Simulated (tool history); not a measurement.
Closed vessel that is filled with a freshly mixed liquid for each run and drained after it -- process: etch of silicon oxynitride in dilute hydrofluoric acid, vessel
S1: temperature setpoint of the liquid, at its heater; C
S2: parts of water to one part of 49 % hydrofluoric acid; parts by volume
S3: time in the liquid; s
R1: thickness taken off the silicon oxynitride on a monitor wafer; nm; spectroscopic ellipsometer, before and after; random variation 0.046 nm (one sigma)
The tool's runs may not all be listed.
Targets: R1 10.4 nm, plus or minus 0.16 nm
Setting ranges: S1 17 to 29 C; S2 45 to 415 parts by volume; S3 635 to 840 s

run	hour	S1	S2	S3	R1
1	0	21	230	840	5.9521
2	7.9	22	225	840	6.4253
3	10.4	23	220	840	6.8916
4	16.8	19.5	220	840	5.8685
5	20.1	19.5	220	840	5.8675
6	25.1	21	215	840	6.4334
7	29.5	25	185	840	9.0927
8	38.9	25.5	185	840	9.4072

Consider the 4 candidate settings below. Which is the only one whose results all fall within their allowed miss of target?
A	48.3	25.5	165	840	?
B	48.3	25	170	840	?
C	48.3	29	195	830	?
D	48.3	28.5	190	840	?

move	R1
A	10.626
B	10.043
C	10.053
D	10.273
A: pushes the last run's worst result past its target
B: an improvement on the last run, though not all results are within tolerance
C: an improvement on the last run, though not all results are within tolerance
D: every result lands within tolerance
So the answer is move D, the one that meets all the targets.
